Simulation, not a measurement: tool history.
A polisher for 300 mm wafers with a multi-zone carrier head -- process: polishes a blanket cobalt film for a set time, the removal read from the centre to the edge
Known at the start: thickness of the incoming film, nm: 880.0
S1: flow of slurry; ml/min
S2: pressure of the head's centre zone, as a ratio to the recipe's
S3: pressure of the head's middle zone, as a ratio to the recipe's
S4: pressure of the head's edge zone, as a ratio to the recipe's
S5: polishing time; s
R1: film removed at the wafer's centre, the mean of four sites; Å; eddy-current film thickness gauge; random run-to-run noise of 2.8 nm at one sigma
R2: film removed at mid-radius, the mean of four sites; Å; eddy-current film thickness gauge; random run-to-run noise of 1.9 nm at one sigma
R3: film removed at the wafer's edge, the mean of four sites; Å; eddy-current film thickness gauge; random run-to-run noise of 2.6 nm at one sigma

{"run": 1, "hour": 0.0, "S1": 210, "S2": 1, "S3": 1, "S4": 1, "S5": 46, "R1": 2947.4, "R2": 2948.8, "R3": 2967}
{"run": 2, "hour": 1.9, "S1": 250, "S2": 1, "S3": 1, "S4": 1, "S5": 46, "R1": 3017.6, "R2": 3078, "R3": 3081.5}
{"run": 3, "hour": 8.7, "S1": 230, "S2": 0.96, "S3": 1.02, "S4": 0.95, "S5": 43, "R1": 2667.6, "R2": 2908.4, "R3": 2777.7}
{"run": 4, "hour": 16.8, "S1": 230, "S2": 0.96, "S3": 1.02, "S4": 0.99, "S5": 43, "R1": 2619.5, "R2": 2909.7, "R3": 2846.6}
{"run": 5, "hour": 25.0, "S1": 230, "S2": 0.96, "S3": 1.02, "S4": 0.92, "S5": 43, "R1": 2687.4, "R2": 2895.7, "R3": 2748.7}
{"run": 6, "hour": 29.7, "S1": 230, "S2": 0.96, "S3": 1.02, "S4": 0.86, "S5": 43, "R1": 2649.9, "R2": 2917.5, "R3": 2665.1}

Run 7 has not been measured yet. What should we expect?
{"run": 7, "hour": 36.7, "S1": 215, "S2": 0.94, "S3": 1.03, "S4": 0.85, "S5": 41, "R1": "?", "R2": "?", "R3": "?"}

R1: 2448.4 Å
R2: 2785.2 Å
R3: 2487.3 Å
